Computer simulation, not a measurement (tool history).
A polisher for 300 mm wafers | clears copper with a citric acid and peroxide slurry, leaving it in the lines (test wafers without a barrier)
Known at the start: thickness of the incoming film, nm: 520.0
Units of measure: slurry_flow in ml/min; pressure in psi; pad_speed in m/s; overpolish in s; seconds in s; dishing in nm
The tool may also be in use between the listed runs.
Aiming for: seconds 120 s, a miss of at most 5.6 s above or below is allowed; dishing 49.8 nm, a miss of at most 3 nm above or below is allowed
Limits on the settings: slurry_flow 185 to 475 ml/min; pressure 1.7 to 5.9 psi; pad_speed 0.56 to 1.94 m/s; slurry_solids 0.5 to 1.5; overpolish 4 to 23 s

{"run": 1, "day": 0.0, "slurry_flow": 305, "pressure": 3.8, "pad_speed": 1.24, "slurry_solids": 1, "overpolish": 12, "seconds": 134.88, "dishing": 30.801}
{"run": 2, "day": 0.167, "slurry_flow": 305, "pressure": 3.9, "pad_speed": 1.24, "slurry_solids": 1, "overpolish": 13, "seconds": 127.33, "dishing": 35.774}
{"run": 3, "day": 0.221, "slurry_flow": 305, "pressure": 3.9, "pad_speed": 1.24, "slurry_solids": 1, "overpolish": 16, "seconds": 130.58, "dishing": 41.956}
{"run": 4, "day": 0.417, "slurry_flow": 305, "pressure": 3.5, "pad_speed": 1.24, "slurry_solids": 1, "overpolish": 16, "seconds": 143.6, "dishing": 37.914}
{"run": 5, "day": 0.567, "slurry_flow": 305, "pressure": 3.5, "pad_speed": 1.24, "slurry_solids": 1, "overpolish": 14, "seconds": 145.32, "dishing": 35.274}
{"run": 6, "day": 0.904, "slurry_flow": 305, "pressure": 3.6, "pad_speed": 1.26, "slurry_solids": 1, "overpolish": 15, "seconds": 140.33, "dishing": 38.601}
{"run": 7, "day": 1.158, "slurry_flow": 305, "pressure": 3.7, "pad_speed": 1.26, "slurry_solids": 1, "overpolish": 15, "seconds": 137.26, "dishing": 39.211}
{"run": 8, "day": 1.208, "slurry_flow": 305, "pressure": 3.8, "pad_speed": 1.26, "slurry_solids": 1, "overpolish": 15, "seconds": 135.54, "dishing": 41.265}
{"run": 9, "day": 1.35, "slurry_flow": 305, "pressure": 3.9, "pad_speed": 1.26, "slurry_solids": 1, "overpolish": 15, "seconds": 129.04, "dishing": 40.454}
{"run": 10, "day": 1.6, "slurry_flow": 305, "pressure": 4, "pad_speed": 1.28, "slurry_solids": 1, "overpolish": 16, "seconds": 126.12, "dishing": 42.98}

Consider the 4 candidate settings below. Which is the only one whose results all fall within their allowed miss of target?
{"run": "A", "day": 1.85, "slurry_flow": 285, "pressure": 3.6, "pad_speed": 1.38, "slurry_solids": 0.95, "overpolish": 22, "seconds": "?", "dishing": "?"}
{"run": "B", "day": 1.85, "slurry_flow": 310, "pressure": 3.5, "pad_speed": 1.44, "slurry_solids": 0.9, "overpolish": 22, "seconds": "?", "dishing": "?"}
{"run": "C", "day": 1.85, "slurry_flow": 310, "pressure": 4.2, "pad_speed": 1.38, "slurry_solids": 1.05, "overpolish": 20, "seconds": "?", "dishing": "?"}
{"run": "D", "day": 1.85, "slurry_flow": 280, "pressure": 4.7, "pad_speed": 1.08, "slurry_solids": 1.1, "overpolish": 18, "seconds": "?", "dishing": "?"}

move=A seconds=130.32 dishing=53.951
move=B seconds=129.67 dishing=54.053
move=C seconds=107.98 dishing=58.801
move=D seconds=121.57 dishing=49.221
A: the result that was furthest off in the last run now lies on the other side of its target
B: the result that was furthest off in the last run now lies on the other side of its target
C: the result that was furthest off in the last run now lies on the other side of its target
D: all results land within tolerance of their targets
D is the move that brings every result within its allowed miss.

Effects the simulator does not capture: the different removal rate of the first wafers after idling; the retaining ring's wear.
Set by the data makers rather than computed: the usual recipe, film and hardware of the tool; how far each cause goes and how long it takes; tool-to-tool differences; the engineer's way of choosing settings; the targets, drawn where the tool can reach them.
